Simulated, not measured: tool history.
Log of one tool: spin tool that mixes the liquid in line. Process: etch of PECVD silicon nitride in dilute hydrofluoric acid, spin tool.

run,hour,temperature setpoint of the liquid (°C),parts of water to one part of 49 % hydrofluoric acid (parts by volume),time under the liquid (s),thickness taken off the PECVD silicon nitride on a monitor wafer (nm)
1,0,25,115,300,8.6987
2,8.8,25,115,320,9.2506
3,15.7,26.5,105,320,11.023
4,19.3,30,105,320,13.777
5,21.3,32,105,320,15.722
6,27,32,95,320,17.362
# hour 32.7: hydrofluoric acid flow meter replaced
7,32.7,32,90,320,19.076
8,41.2,32,85,320,20.467
9,47.4,32,80,320,22.02

The next listed run, before its measurement:
10,53,32.5,75,320,?

thickness taken off the PECVD silicon nitride on a monitor wafer (nm): 23.524
